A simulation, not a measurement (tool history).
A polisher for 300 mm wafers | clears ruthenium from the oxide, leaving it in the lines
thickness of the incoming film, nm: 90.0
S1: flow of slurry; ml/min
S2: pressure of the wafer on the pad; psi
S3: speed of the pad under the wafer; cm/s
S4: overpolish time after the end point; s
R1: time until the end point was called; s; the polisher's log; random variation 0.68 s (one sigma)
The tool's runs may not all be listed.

{"run": 1, "day": 0.0, "S1": 205, "S2": 1.9, "S3": 102, "S4": 10, "R1": 95.27}
{"run": 2, "day": 0.058, "S1": 205, "S2": 1.9, "S3": 124, "S4": 10, "R1": 79.062}
{"run": 3, "day": 0.096, "S1": 205, "S2": 1.4, "S3": 124, "S4": 10, "R1": 106.37}
{"run": 4, "day": 0.262, "S1": 210, "S2": 1.6, "S3": 124, "S4": 10, "R1": 92.849}
{"run": 5, "day": 0.292, "S1": 220, "S2": 1.7, "S3": 124, "S4": 10, "R1": 87.024}
{"run": 6, "day": 0.546, "S1": 250, "S2": 1.7, "S3": 124, "S4": 10, "R1": 84.645}
{"run": 7, "day": 0.846, "S1": 255, "S2": 1.8, "S3": 124, "S4": 10, "R1": 80.887}
{"day": 1.162, "done": "head pressure recalibrated"}
{"run": 8, "day": 1.162, "S1": 255, "S2": 1.9, "S3": 124, "S4": 10, "R1": 84.383}

Run 9 comes next. What will it give?
{"run": 9, "day": 1.362, "S1": 255, "S2": 2.1, "S3": 124, "S4": 10, "R1": "?"}

Run 9 gave R1 76.141 s.

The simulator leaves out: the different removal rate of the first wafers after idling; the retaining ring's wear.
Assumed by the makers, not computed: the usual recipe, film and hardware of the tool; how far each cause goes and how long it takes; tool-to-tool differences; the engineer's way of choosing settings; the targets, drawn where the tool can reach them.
